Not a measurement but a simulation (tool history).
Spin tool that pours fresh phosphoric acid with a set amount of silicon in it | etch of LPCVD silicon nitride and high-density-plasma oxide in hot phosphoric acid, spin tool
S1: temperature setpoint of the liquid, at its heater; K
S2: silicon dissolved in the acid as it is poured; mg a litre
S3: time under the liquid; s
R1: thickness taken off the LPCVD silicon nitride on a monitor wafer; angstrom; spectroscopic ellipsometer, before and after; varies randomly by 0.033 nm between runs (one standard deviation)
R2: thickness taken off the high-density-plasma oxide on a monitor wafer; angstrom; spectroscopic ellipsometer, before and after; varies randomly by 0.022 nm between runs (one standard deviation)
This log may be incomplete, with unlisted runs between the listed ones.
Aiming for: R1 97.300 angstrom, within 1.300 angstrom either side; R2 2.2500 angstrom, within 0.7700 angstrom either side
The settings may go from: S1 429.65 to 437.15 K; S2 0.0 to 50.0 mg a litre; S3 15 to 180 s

run	day	S1	S2	S3	R1	R2
1	0.000	432.15	27.5	90	69.777	3.4681
2	0.333	432.15	34.5	90	69.752	2.4070
3	0.575	433.15	37.5	95	76.148	2.1816
4	0.917	434.15	37.5	95	78.208	2.8037
5	0.954	434.15	47.5	95	78.834	1.3434
6	1.267	435.15	47.5	95	81.065	1.5244
7	1.642	435.65	47.0	100	86.633	1.6854
8	1.842	437.15	43.0	110	99.797	2.6413
9	1.912	437.15	43.5	110	99.991	2.0527
10	2.275	437.15	43.0	110	100.610	2.4843

4 candidate next runs follow, results not yet known. Just one meets every target within its allowed miss. Identify it.
A	2.638	436.65	46.5	105	?	?
B	2.638	437.15	34.5	110	?	?
C	2.638	436.15	43.0	110	?	?
D	2.638	437.15	44.5	110	?	?

move	R1	R2
A	94.531	1.8337
B	100.680	3.9083
C	97.408	2.1269
D	100.680	2.0018
A: the result that was furthest off in the last run now lies on the other side of its target
B: no nearer and no further than the last run
C: in spec on every target
D: no nearer and no further than the last run
Answer: C
